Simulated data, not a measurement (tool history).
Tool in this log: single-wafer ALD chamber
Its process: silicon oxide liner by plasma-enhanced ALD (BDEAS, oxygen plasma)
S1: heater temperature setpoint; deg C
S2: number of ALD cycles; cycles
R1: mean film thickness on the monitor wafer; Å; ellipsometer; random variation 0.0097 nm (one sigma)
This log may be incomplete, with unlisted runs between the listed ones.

run	hour	S1	S2	R1
1	0.0	325	47	39.248
2	7.2	325	50	41.965
3	15.8	335	50	41.659
4	22.1	335	48	39.654
5	23.9	335	47	38.976
6	24.6	335	46	38.041

Predict the results of run 7:
7	29.0	335	45	?

{"run 7": {"R1": 37.319}}
